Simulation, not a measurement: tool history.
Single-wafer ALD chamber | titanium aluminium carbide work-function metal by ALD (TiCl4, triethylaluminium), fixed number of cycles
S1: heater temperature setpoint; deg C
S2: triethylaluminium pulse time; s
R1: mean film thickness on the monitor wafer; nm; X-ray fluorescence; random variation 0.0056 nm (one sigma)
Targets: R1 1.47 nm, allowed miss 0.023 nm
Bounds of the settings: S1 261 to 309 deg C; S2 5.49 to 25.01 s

run 1 hour=0 | S1=285 S2=15.25 | R1=1.9074
run 2 hour=7.3 | S1=285 S2=17.78 | R1=1.9119
run 3 hour=10 | S1=280 S2=15.11 | R1=1.8664
run 4 hour=15.9 | S1=276 S2=13.02 | R1=1.814
run 5 hour=21.1 | S1=273 S2=11.39 | R1=1.7586
run 6 hour=29.7 | S1=281 S2=11.39 | R1=1.8209
run 7 hour=30.3 | S1=277 S2=10.11 | R1=1.746
run 8 hour=31.7 | S1=277 S2=10.11 | R1=1.7427
run 9 hour=36.6 | S1=274 S2=9.11 | R1=1.6453
run 10 hour=37.6 | S1=271 S2=8.58 | R1=1.581
run 11 hour=45.7 | S1=269 S2=8.53 | R1=1.5547
run 12 hour=47.5 | S1=268 S2=8.49 | R1=1.5458
run 13 hour=56 | S1=267 S2=8.45 | R1=1.5249
run 14 hour=58.8 | S1=266 S2=8.42 | R1=1.5292
run 15 hour=60.4 | S1=265 S2=8.38 | R1=1.5251

Which of these 5 next moves meets every target?
run A hour=62 | S1=261 S2=8.95 | R1=?
run B hour=62 | S1=261 S2=8.63 | R1=?
run C hour=62 | S1=261 S2=9.65 | R1=?
run D hour=62 | S1=261 S2=8.17 | R1=?
run E hour=62 | S1=261 S2=8.88 | R1=?

move=A R1=1.5472
move=B R1=1.5163
move=C R1=1.6003
move=D R1=1.4627
move=E R1=1.5409
A: further off than the last run
B: nearer than the last run, and not there yet
C: further off than the last run
D: meets every target
E: further off than the last run
Move D is the one to make.
